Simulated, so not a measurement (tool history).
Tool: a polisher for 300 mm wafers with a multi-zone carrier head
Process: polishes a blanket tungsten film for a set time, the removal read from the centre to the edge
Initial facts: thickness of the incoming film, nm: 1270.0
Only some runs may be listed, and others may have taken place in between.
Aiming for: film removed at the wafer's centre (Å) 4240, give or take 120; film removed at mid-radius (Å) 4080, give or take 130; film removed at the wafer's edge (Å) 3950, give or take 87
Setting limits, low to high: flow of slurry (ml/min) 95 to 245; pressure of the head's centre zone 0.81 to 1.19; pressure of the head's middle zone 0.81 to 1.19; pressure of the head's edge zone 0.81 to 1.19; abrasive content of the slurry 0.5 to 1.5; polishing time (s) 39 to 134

run	hour	flow of slurry (ml/min)	pressure of the head's centre zone	pressure of the head's middle zone	pressure of the head's edge zone	abrasive content of the slurry	polishing time (s)	film removed at the wafer's centre (Å)	film removed at mid-radius (Å)	film removed at the wafer's edge (Å)
1	0	155	1	1	1	1	86	2633	2636.2	2647.5
2	4	155	0.92	1	1	1	86	2437.6	2603.9	2645.2
3	12.4	155	0.92	1	1	1	95	2681.9	2899.8	2914.1
4	16.6	165	0.95	1.01	1.02	1.05	96	2885.1	3013.3	3065.4
5	22.5	195	0.95	1.01	1.02	1.05	96	2982.2	3098.4	3092
6	28.7	195	0.97	1.03	1.04	1.1	97	3085.9	3265	3186.8
7	35.3	195	0.99	1.03	1.05	1.15	98	3180.9	3255.8	3285.9
8	35.9	240	1.09	1.13	1.06	1.4	104	4080.8	4048.2	3783.6
# hour 38: worn pad replaced by a new one
9	38	240	1.09	1.13	1.07	1.4	104	4411.5	4363.7	4049.8
10	44.1	235	1.09	1.12	1.07	1.4	104	4379.1	4367.4	4004.8
11	45.1	235	1.09	1.11	1.07	1.4	104	4344.7	4286.9	3985.1
12	51.3	235	1.09	1.1	1.07	1.4	104	4387.2	4300.6	4052.1
13	55	230	1.09	1.09	1.07	1.4	104	4395	4231.3	4027.3

Which of these 5 next moves meets every target?
A	58.7	240	1.11	1.12	1.01	1.25	108	?	?	?
B	58.7	240	1.15	1.01	1.09	1.15	109	?	?	?
C	58.7	245	1.04	1.19	1.13	1.4	104	?	?	?
D	58.7	210	1.05	1.04	1.03	1.5	103	?	?	?
E	58.7	170	1.17	1.14	1.1	1.5	104	?	?	?

move	film removed at the wafer's centre (Å)	film removed at mid-radius (Å)	film removed at the wafer's edge (Å)
A	4542.8	4355.7	3988.5
B	4629.9	3991.6	4052.9
C	4251.6	4540.7	4165.1
D	4239.4	4095.5	3997.5
E	4600.2	4257.4	4039.8
A: its largest miss is bigger than the last run's
B: its largest miss is bigger than the last run's
C: puts the biggest miss on target and leaves a different result outside tolerance
D: hits every target within its allowed miss
E: its largest miss is bigger than the last run's
D meets every target.

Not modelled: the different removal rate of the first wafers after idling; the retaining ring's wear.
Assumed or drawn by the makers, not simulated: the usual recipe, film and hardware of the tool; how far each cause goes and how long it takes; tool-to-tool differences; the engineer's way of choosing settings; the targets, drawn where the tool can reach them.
